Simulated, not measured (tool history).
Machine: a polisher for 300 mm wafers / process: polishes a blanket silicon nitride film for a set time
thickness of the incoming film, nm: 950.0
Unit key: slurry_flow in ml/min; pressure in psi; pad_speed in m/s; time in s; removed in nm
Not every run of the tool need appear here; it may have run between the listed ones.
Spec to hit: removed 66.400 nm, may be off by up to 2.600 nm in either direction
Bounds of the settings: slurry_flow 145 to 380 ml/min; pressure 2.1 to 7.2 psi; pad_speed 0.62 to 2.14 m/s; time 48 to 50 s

Run 1, day 0.000: slurry_flow 245 ml/min, pressure 4.6 psi, pad_speed 1.38 m/s, time 48 s. Result: removed 130.150 nm.
Run 2, day 0.250: slurry_flow 245 ml/min, pressure 3.8 psi, pad_speed 1.30 m/s, time 48 s. Result: removed 103.170 nm.
Run 3, day 0.483: slurry_flow 245 ml/min, pressure 3.8 psi, pad_speed 1.08 m/s, time 48 s. Result: removed 89.344 nm.
Run 4, day 0.600: slurry_flow 245 ml/min, pressure 3.8 psi, pad_speed 1.34 m/s, time 48 s. Result: removed 107.250 nm.
Run 5, day 0.838: slurry_flow 245 ml/min, pressure 3.8 psi, pad_speed 1.20 m/s, time 48 s. Result: removed 99.316 nm.
Run 6, day 1.112: slurry_flow 245 ml/min, pressure 3.2 psi, pad_speed 1.16 m/s, time 48 s. Result: removed 82.839 nm.
Run 7, day 1.217: slurry_flow 245 ml/min, pressure 2.9 psi, pad_speed 1.16 m/s, time 48 s. Result: removed 77.761 nm.
Run 8, day 1.575: slurry_flow 245 ml/min, pressure 2.7 psi, pad_speed 1.16 m/s, time 48 s. Result: removed 72.984 nm.
Run 9, day 1.721: slurry_flow 245 ml/min, pressure 2.6 psi, pad_speed 1.16 m/s, time 48 s. Result: removed 69.409 nm.

Of the 4 settings listed for the next run, only one would bring every result within its allowed miss of target. Which one?
Run A, day 1.867: slurry_flow 275 ml/min, pressure 2.5 psi, pad_speed 1.14 m/s, time 48 s. Result: removed ?.
Run B, day 1.867: slurry_flow 295 ml/min, pressure 2.7 psi, pad_speed 1.08 m/s, time 50 s. Result: removed ?.
Run C, day 1.867: slurry_flow 310 ml/min, pressure 2.7 psi, pad_speed 1.14 m/s, time 48 s. Result: removed ?.
Run D, day 1.867: slurry_flow 250 ml/min, pressure 2.8 psi, pad_speed 1.10 m/s, time 50 s. Result: removed ?.

move  removed
   A   67.776
   B   72.315
   C   72.809
   D   74.334
A: all results in spec
B: lands further from the targets than the last run did
C: lands further from the targets than the last run did
D: lands further from the targets than the last run did
Correct choice: A, which meets every target

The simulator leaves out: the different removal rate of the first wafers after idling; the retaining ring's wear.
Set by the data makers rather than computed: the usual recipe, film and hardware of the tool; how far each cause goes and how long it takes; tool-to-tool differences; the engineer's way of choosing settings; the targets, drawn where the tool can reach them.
